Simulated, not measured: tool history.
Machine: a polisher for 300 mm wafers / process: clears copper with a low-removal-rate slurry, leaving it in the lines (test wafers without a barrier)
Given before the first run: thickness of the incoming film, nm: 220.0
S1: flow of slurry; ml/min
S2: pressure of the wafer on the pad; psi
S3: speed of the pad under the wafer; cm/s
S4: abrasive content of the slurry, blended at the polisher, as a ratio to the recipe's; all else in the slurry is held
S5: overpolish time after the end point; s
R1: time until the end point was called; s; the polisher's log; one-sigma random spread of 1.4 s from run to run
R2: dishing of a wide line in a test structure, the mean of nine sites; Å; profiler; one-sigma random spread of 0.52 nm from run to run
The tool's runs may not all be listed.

{"run": 1, "day": 0.0, "S1": 150, "S2": 2.2, "S3": 98, "S4": 1, "S5": 24, "R1": 116.61, "R2": 299.79}
{"run": 2, "day": 0.346, "S1": 145, "S2": 2.3, "S3": 98, "S4": 1, "S5": 26, "R1": 115.81, "R2": 333.45}
{"run": 3, "day": 0.471, "S1": 145, "S2": 2.3, "S3": 80, "S4": 1, "S5": 26, "R1": 132.97, "R2": 289.01}
{"run": 4, "day": 0.625, "S1": 145, "S2": 2.3, "S3": 80, "S4": 1.15, "S5": 26, "R1": 128.81, "R2": 304.58}
{"run": 5, "day": 0.929, "S1": 140, "S2": 2.4, "S3": 80, "S4": 1.15, "S5": 27, "R1": 126.86, "R2": 314.24}
{"day": 1.188, "done": "worn pad replaced by a new one"}
{"run": 6, "day": 1.188, "S1": 140, "S2": 2.5, "S3": 80, "S4": 1.15, "S5": 28, "R1": 107.89, "R2": 373.05}
{"run": 7, "day": 1.217, "S1": 135, "S2": 2.5, "S3": 80, "S4": 1.15, "S5": 29, "R1": 113.14, "R2": 379.24}
{"run": 8, "day": 1.388, "S1": 135, "S2": 2.5, "S3": 80, "S4": 1.15, "S5": 30, "R1": 111.61, "R2": 388.48}
{"run": 9, "day": 1.688, "S1": 135, "S2": 2.5, "S3": 80, "S4": 1.15, "S5": 30, "R1": 108.85, "R2": 384.41}
{"run": 10, "day": 1.775, "S1": 135, "S2": 2.5, "S3": 80, "S4": 1.2, "S5": 31, "R1": 111.08, "R2": 393.22}
{"run": 11, "day": 2.038, "S1": 135, "S2": 2.5, "S3": 80, "S4": 1.2, "S5": 31, "R1": 108.98, "R2": 396.98}

For run 12, what comes out?
{"run": 12, "day": 2.117, "S1": 135, "S2": 2.5, "S3": 80, "S4": 1.2, "S5": 32, "R1": "?", "R2": "?"}

{"run 12": {"R1": 108.73, "R2": 414.62}}
